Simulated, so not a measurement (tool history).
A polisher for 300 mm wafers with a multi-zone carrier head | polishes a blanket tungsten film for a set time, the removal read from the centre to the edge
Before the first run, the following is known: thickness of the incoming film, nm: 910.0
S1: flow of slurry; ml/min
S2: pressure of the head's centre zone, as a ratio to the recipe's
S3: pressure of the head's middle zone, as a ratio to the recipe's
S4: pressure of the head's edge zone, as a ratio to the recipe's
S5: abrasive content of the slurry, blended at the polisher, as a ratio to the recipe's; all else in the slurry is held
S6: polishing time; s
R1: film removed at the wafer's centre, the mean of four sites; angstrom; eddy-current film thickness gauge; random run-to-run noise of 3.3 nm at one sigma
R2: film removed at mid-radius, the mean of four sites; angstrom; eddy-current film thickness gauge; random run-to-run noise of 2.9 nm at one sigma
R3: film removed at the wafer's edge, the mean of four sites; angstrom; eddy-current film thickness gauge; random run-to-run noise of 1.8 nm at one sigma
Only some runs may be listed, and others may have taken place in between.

run 1 hour=0 | S1=140 S2=1 S3=1 S4=1 S5=1 S6=61 | R1=3300.6 R2=3319.5 R3=3240
run 2 hour=2.1 | S1=135 S2=1 S3=0.97 S4=0.99 S5=0.95 S6=61 | R1=3278.8 R2=3164.1 R3=3187
run 3 hour=9.3 | S1=135 S2=1 S3=0.97 S4=1.02 S5=0.95 S6=61 | R1=3252.2 R2=3085.1 R3=3205.4
run 4 hour=16.5 | S1=130 S2=0.99 S3=0.95 S4=1.01 S5=0.9 S6=61 | R1=3136.2 R2=3010.3 R3=3137.2
-- hour=25.1 worn pad replaced by a new one
run 5 hour=25.1 | S1=130 S2=0.94 S3=0.95 S4=1.01 S5=0.9 S6=61 | R1=3314.8 R2=3404 R3=3464.4
run 6 hour=29.8 | S1=130 S2=0.94 S3=0.9 S4=1.01 S5=0.9 S6=61 | R1=3368.4 R2=3246 R3=3493.8

The next listed run, before its measurement:
run 7 hour=31.7 | S1=125 S2=0.96 S3=0.91 S4=1.03 S5=0.85 S6=61 | R1=? R2=? R3=?

{"run 7": {"R1": 3321.2, "R2": 3163, "R3": 3476.7}}
